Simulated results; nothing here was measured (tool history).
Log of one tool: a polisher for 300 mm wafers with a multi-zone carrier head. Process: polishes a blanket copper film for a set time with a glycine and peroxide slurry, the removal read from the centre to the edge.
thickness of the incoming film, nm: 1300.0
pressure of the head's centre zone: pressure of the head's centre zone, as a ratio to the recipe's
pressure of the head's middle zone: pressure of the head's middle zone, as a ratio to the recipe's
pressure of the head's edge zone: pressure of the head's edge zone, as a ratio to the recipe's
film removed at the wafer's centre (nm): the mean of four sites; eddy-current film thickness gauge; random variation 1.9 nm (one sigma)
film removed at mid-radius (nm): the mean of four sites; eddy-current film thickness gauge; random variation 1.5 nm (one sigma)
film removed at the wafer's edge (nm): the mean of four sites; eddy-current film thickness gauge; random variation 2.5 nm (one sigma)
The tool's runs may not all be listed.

run	hour	flow of slurry (ml/min)	pressure of the head's centre zone	pressure of the head's middle zone	pressure of the head's edge zone	polishing time (s)	film removed at the wafer's centre (nm)	film removed at mid-radius (nm)	film removed at the wafer's edge (nm)
1	0.0	200	1.00	1.00	1.00	38	197.76	205.15	203.52
2	4.0	200	1.00	1.00	1.00	31	162.13	168.86	163.64
3	12.6	205	0.99	1.02	1.04	32	166.85	177.03	169.52
4	16.9	200	0.96	1.03	1.05	34	172.66	191.28	180.62
5	22.3	200	0.96	1.03	1.05	28	139.08	158.08	150.78
6	28.4	165	0.96	1.03	1.05	28	136.37	152.43	148.79

Run 7 comes next. What will it give?
7	29.7	195	0.93	1.12	1.15	38	?	?	?

Run 7 gave film removed at the wafer's centre (nm) 187.50, film removed at mid-radius (nm) 225.91, film removed at the wafer's edge (nm) 209.95.

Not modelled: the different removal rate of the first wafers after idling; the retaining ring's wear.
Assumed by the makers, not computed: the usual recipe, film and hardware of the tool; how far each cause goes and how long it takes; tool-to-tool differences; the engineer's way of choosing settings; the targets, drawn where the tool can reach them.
